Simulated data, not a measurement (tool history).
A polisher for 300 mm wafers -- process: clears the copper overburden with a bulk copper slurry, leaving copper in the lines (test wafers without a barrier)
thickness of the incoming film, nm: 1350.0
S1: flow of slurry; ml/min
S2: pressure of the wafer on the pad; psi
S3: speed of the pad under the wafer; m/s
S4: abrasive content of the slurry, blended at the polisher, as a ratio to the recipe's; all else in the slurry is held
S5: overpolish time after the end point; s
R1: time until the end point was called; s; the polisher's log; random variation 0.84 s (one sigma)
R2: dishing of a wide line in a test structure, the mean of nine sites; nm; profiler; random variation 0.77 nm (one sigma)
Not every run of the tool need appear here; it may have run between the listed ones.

| run | hour | S1 | S2 | S3 | S4 | S5 | R1 | R2 |
|---|---|---|---|---|---|---|---|---|
| 1 | 0 | 250 | 3.1 | 1.12 | 1 | 19 | 123.46 | 72.163 |
| 2 | 4.1 | 250 | 3.1 | 0.98 | 1 | 19 | 136.7 | 69.268 |
| 3 | 6.4 | 275 | 2.8 | 1.16 | 1.15 | 15 | 129.84 | 63.306 |
| 4 | 15.4 | 310 | 2.6 | 1.32 | 1.25 | 12 | 122.41 | 58.547 |
| 5 | 21.7 | 310 | 2.9 | 1.32 | 1.25 | 12 | 109.24 | 61.217 |
| 6 | 29.1 | 335 | 2.7 | 1.42 | 1.3 | 10 | 108.78 | 56.204 |
| 7 | 37.7 | 355 | 2.5 | 1.52 | 1.35 | 9 | 109.35 | 51.055 |

Run 8 is up next; what results do you expect?
| 8 | 41.3 | 365 | 2.4 | 1.58 | 1.4 | 8 | ? | ? |

{"run 8": {"R1": 108.16, "R2": 47.216}}
